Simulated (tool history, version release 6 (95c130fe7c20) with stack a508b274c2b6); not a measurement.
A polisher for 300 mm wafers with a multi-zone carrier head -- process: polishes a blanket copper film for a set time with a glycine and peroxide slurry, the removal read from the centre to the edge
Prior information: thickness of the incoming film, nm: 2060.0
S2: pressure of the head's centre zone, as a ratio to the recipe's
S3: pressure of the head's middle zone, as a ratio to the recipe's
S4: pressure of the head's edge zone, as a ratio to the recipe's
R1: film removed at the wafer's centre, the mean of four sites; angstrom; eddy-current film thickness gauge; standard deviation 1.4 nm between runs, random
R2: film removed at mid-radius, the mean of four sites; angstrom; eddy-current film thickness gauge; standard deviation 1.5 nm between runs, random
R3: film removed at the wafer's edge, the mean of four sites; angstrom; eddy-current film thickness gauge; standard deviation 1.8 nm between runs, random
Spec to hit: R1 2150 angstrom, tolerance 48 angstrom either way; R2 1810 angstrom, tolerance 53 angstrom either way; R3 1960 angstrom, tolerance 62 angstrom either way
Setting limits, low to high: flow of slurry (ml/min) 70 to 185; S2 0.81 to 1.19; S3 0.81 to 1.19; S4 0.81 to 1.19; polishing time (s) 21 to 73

run 1 hour=0 | flow_of_slurry_(ml/min)=120 S2=1 S3=1 S4=1 polishing_time_(s)=47 | R1=2493.9 R2=2477.2 R3=2447.7
run 2 hour=3.4 | flow_of_slurry_(ml/min)=115 S2=1 S3=0.97 S4=0.97 polishing_time_(s)=46 | R1=2407.8 R2=2352.2 R3=2361
run 3 hour=11 | flow_of_slurry_(ml/min)=105 S2=1 S3=0.97 S4=0.97 polishing_time_(s)=46 | R1=2412.9 R2=2296.6 R3=2341.5
run 4 hour=15.1 | flow_of_slurry_(ml/min)=100 S2=1 S3=0.95 S4=0.95 polishing_time_(s)=45 | R1=2289.5 R2=2205.2 R3=2206.2
run 5 hour=19.5 | flow_of_slurry_(ml/min)=100 S2=1.07 S3=0.95 S4=0.95 polishing_time_(s)=45 | R1=2459.9 R2=2217.2 R3=2208.9
run 6 hour=20.9 | flow_of_slurry_(ml/min)=100 S2=1.07 S3=0.95 S4=0.99 polishing_time_(s)=45 | R1=2493.3 R2=2205.8 R3=2258.2
run 7 hour=24.2 | flow_of_slurry_(ml/min)=95 S2=1.06 S3=0.93 S4=0.97 polishing_time_(s)=44 | R1=2394.7 R2=2114.4 R3=2184.9
run 8 hour=25.1 | flow_of_slurry_(ml/min)=90 S2=1.05 S3=0.91 S4=0.95 polishing_time_(s)=44 | R1=2313.9 R2=2024.1 R3=2138.8

Which single option among these 4 for the next run brings every result within its allowed miss of target? Just one does.
run A hour=26 | flow_of_slurry_(ml/min)=70 S2=1.04 S3=0.83 S4=0.82 polishing_time_(s)=44 | R1=? R2=? R3=?
run B hour=26 | flow_of_slurry_(ml/min)=100 S2=0.95 S3=1.1 S4=0.81 polishing_time_(s)=43 | R1=? R2=? R3=?
run C hour=26 | flow_of_slurry_(ml/min)=130 S2=1.15 S3=1.08 S4=0.89 polishing_time_(s)=38 | R1=? R2=? R3=?
run D hour=26 | flow_of_slurry_(ml/min)=95 S2=1.11 S3=1.07 S4=0.81 polishing_time_(s)=41 | R1=? R2=? R3=?

move=A R1=2173.1 R2=1822.6 R3=1979.3
move=B R1=2111.1 R2=2352.3 R3=2015.3
move=C R1=2387.1 R2=2146.8 R3=1897
move=D R1=2327.6 R2=2173.2 R3=1909.3
A: all results land within tolerance of their targets
B: misses by more than the last run did
C: misses by more than the last run did
D: misses by more than the last run did
A meets every target.
